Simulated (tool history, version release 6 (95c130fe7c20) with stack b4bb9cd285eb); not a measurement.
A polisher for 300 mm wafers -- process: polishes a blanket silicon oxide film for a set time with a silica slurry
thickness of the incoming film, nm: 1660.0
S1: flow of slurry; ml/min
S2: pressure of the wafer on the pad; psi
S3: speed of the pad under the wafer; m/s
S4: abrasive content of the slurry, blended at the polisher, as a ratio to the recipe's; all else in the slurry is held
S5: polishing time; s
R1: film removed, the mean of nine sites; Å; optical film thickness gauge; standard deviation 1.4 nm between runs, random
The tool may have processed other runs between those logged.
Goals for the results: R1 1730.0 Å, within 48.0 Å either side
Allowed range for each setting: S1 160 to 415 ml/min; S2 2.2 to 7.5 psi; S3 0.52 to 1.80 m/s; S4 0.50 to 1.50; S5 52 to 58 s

run    day   S1   S2    S3    S4  S5      R1
  1  0.000  265  4.8  1.16  1.00  58  2500.7
  2  0.262  265  5.6  1.16  1.00  58  2985.2
  3  0.583  265  5.6  1.16  1.10  58  3166.4
  4  0.696  300  5.6  1.16  1.10  58  3146.9
  5  0.946  300  5.6  1.16  1.10  58  3156.2
  6  1.262  300  5.3  1.16  1.10  58  2975.7
  7  1.450  300  5.0  1.16  1.10  58  2847.5
  8  1.592  300  4.7  1.16  1.10  58  2693.6
  9  1.783  285  3.3  1.14  1.10  58  1857.5
 10  1.825  280  3.3  1.14  1.10  58  1858.8
 11  2.067  275  3.3  1.14  1.10  58  1823.8
 12  2.329  275  3.3  1.14  1.10  58  1848.1
 13  2.525  270  3.3  1.14  1.10  58  1861.0

5 candidate next runs follow, results not yet known. Just one meets every target within its allowed miss. Identify it.
  A  2.721  235  3.3  1.20  1.00  52   ?
  B  2.721  280  3.0  1.36  0.95  53   ?
  C  2.721  290  3.3  1.50  0.95  52   ?
  D  2.721  270  4.5  0.76  1.05  57   ?
  E  2.721  315  3.2  0.94  1.35  53   ?

move      R1
   A  1596.6
   B  1616.3
   C  1885.3
   D  1718.6
   E  1590.6
A: takes the result that was furthest off past its target
B: takes the result that was furthest off past its target
C: its largest miss is bigger than the last run's
D: all results land within tolerance of their targets
E: takes the result that was furthest off past its target
So the answer is move D, the one that meets all the targets.
